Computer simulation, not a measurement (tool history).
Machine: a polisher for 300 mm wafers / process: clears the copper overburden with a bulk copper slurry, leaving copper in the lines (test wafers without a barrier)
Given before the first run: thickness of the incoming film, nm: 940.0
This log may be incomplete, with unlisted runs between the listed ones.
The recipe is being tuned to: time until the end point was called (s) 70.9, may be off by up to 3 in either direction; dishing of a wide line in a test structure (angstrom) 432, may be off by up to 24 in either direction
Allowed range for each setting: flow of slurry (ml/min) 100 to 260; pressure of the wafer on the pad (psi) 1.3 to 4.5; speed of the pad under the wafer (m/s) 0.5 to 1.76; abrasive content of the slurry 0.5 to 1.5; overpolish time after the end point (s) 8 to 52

run  hour  flow of slurry (ml/min)  pressure of the wafer on the pad (psi)  speed of the pad under the wafer (m/s)  abrasive content of the slurry  overpolish time after the end point (s)  time until the end point was called (s)  dishing of a wide line in a test structure (angstrom)
  1     0                      165                                     2.9                                    1.12                               1                                       26                                   70.478                                                 648.23
  2   4.2                      165                                     2.6                                    1.24                               1                                       22                                   72.915                                                 629.85
  3    12                      165                                     2.6                                    1.24                               1                                       11                                   72.993                                                 510.41
  4  16.4                      150                                     2.6                                    1.24                               1                                       11                                    73.28                                                 504.75
  5  22.3                      140                                     2.6                                    1.26                            1.05                                       10                                   74.985                                                 477.48
  6  26.2                      135                                     2.6                                    1.26                             1.1                                       10                                   72.763                                                 491.63
  7  27.7                      130                                     2.6                                     1.3                               1                                       10                                   74.181                                                 496.56
  8  29.5                      125                                     2.6                                     1.3                             1.1                                       10                                   72.026                                                  489.6
  9  36.9                      100                                     1.8                                     1.5                            1.35                                        8                                   90.685                                                 355.04
 10  44.1                      115                                     1.9                                     1.5                            1.35                                        9                                   82.715                                                 407.25
 11  51.2                      115                                     1.9                                    1.52                            1.35                                        9                                   82.083                                                 419.74

Exactly one of the 5 candidate moves below puts every result within its allowed miss. Which one?
  A  58.3                      105                                       2                                    1.58                            1.25                                        8                                        ?                                                      ?
  B  58.3                      110                                     1.7                                    1.58                             1.2                                       13                                        ?                                                      ?
  C  58.3                      120                                     1.8                                    1.34                             1.4                                       12                                        ?                                                      ?
  D  58.3                      130                                     1.7                                    1.46                            1.25                                       12                                        ?                                                      ?
  E  58.3                      105                                     2.1                                    1.68                            1.25                                        8                                        ?                                                      ?

move  time until the end point was called (s)  dishing of a wide line in a test structure (angstrom)
   A                                    77.98                                                 403.64
   B                                   90.835                                                 462.49
   C                                   93.835                                                 444.75
   D                                   92.692                                                 442.86
   E                                   70.377                                                 429.63
A: gains on the last run, yet a result remains outside its allowed miss
B: its largest miss is bigger than the last run's
C: its largest miss is bigger than the last run's
D: its largest miss is bigger than the last run's
E: hits every target within its allowed miss
The move that meets every target is E.
